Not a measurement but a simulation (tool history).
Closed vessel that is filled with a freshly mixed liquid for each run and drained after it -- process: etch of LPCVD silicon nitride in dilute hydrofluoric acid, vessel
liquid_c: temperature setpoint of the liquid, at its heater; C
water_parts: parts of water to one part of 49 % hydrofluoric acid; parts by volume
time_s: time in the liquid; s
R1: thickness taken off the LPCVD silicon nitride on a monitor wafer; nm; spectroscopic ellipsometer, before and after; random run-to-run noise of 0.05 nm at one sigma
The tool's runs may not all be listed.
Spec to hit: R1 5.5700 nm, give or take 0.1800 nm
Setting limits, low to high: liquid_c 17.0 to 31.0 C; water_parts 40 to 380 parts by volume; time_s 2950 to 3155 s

run 1 hour=0.0 | liquid_c=23.0 water_parts=210 time_s=2950 | R1=7.0818
run 2 hour=7.3 | liquid_c=23.0 water_parts=145 time_s=2950 | R1=10.4690
run 3 hour=9.2 | liquid_c=23.0 water_parts=205 time_s=2950 | R1=7.5172
run 4 hour=11.3 | liquid_c=26.0 water_parts=205 time_s=2950 | R1=8.9223
run 5 hour=17.4 | liquid_c=29.0 water_parts=205 time_s=2950 | R1=10.6580
run 6 hour=22.6 | liquid_c=31.0 water_parts=205 time_s=2950 | R1=12.2460
run 7 hour=30.8 | liquid_c=28.5 water_parts=205 time_s=2950 | R1=10.2280
run 8 hour=33.5 | liquid_c=26.5 water_parts=205 time_s=2950 | R1=9.1778
run 9 hour=39.4 | liquid_c=25.0 water_parts=205 time_s=2950 | R1=8.3458
run 10 hour=45.1 | liquid_c=23.5 water_parts=205 time_s=2950 | R1=7.7077
-- hour=51.2 hydrofluoric acid flow meter replaced
run 11 hour=51.2 | liquid_c=22.5 water_parts=205 time_s=2950 | R1=6.5259
run 12 hour=57.9 | liquid_c=22.0 water_parts=205 time_s=2950 | R1=6.2468
run 13 hour=63.6 | liquid_c=21.5 water_parts=205 time_s=2950 | R1=5.9980
run 14 hour=72.5 | liquid_c=21.0 water_parts=205 time_s=2950 | R1=5.8454

Below are 5 possible settings for the next run. Only one of them brings all results inside the allowed miss of their targets. Which is it?
run A hour=81.4 | liquid_c=22.0 water_parts=210 time_s=2950 | R1=?
run B hour=81.4 | liquid_c=18.5 water_parts=170 time_s=2950 | R1=?
run C hour=81.4 | liquid_c=22.0 water_parts=220 time_s=3050 | R1=?
run D hour=81.4 | liquid_c=23.0 water_parts=245 time_s=2990 | R1=?
run E hour=81.4 | liquid_c=23.5 water_parts=245 time_s=3095 | R1=?

move=A R1=6.0289
move=B R1=5.8839
move=C R1=5.9554
move=D R1=5.5961
move=E R1=5.9770
A: the biggest miss grows against the last run
B: the biggest miss grows against the last run
C: the biggest miss grows against the last run
D: hits every target within its allowed miss
E: the biggest miss grows against the last run
D is the move that brings every result within its allowed miss.

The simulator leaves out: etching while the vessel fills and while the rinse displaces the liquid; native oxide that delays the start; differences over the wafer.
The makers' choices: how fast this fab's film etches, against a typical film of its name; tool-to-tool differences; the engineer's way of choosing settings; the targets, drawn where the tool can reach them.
